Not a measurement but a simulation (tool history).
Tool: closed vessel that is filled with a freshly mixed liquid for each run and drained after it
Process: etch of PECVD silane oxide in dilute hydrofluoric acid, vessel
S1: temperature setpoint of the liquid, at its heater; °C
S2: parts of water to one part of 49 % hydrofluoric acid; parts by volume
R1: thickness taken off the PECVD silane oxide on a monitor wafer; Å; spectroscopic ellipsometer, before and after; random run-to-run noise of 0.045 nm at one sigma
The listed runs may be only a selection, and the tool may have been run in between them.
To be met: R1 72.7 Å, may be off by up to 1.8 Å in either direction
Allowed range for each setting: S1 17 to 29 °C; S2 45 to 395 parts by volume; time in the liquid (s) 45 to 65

Run 1, hour 0: S1 21 °C, S2 220 parts by volume, time in the liquid (s) 65. Result: R1 64.539 Å.
Run 2, hour 2.4: S1 21.5 °C, S2 220 parts by volume, time in the liquid (s) 65. Result: R1 66.587 Å.
Run 3, hour 8.9: S1 22 °C, S2 220 parts by volume, time in the liquid (s) 65. Result: R1 68.157 Å.
Run 4, hour 12.8: S1 19.5 °C, S2 220 parts by volume, time in the liquid (s) 65. Result: R1 61.505 Å.
At hour 21.3: thermometer replaced.
Run 5, hour 21.3: S1 19.5 °C, S2 295 parts by volume, time in the liquid (s) 65. Result: R1 40.501 Å.
Run 6, hour 29.1: S1 21 °C, S2 290 parts by volume, time in the liquid (s) 65. Result: R1 43.305 Å.
Run 7, hour 34: S1 22 °C, S2 285 parts by volume, time in the liquid (s) 65. Result: R1 46.405 Å.
Run 8, hour 39.8: S1 26 °C, S2 245 parts by volume, time in the liquid (s) 65. Result: R1 65.007 Å.
Run 9, hour 41: S1 26.5 °C, S2 245 parts by volume, time in the liquid (s) 65. Result: R1 65.403 Å.
Run 10, hour 45.2: S1 27 °C, S2 245 parts by volume, time in the liquid (s) 65. Result: R1 66.651 Å.
Run 11, hour 53.3: S1 27.5 °C, S2 245 parts by volume, time in the liquid (s) 65. Result: R1 68.054 Å.

Which one of the following 5 next-run settings gets every result inside its allowed miss? There is exactly one.
Run A, hour 61.4: S1 28 °C, S2 225 parts by volume, time in the liquid (s) 65. Result: R1 ?.
Run B, hour 61.4: S1 24 °C, S2 210 parts by volume, time in the liquid (s) 65. Result: R1 ?.
Run C, hour 61.4: S1 25 °C, S2 170 parts by volume, time in the liquid (s) 45. Result: R1 ?.
Run D, hour 61.4: S1 29 °C, S2 260 parts by volume, time in the liquid (s) 65. Result: R1 ?.
Run E, hour 61.4: S1 29 °C, S2 235 parts by volume, time in the liquid (s) 65. Result: R1 ?.

move      R1
   A  76.765
   B  72.486
   C  67.223
   D  66.066
   E  75.203
A: the result that was furthest off in the last run now lies on the other side of its target
B: every result within its allowed miss
C: its largest miss is bigger than the last run's
D: its largest miss is bigger than the last run's
E: the result that was furthest off in the last run now lies on the other side of its target
Answer: B
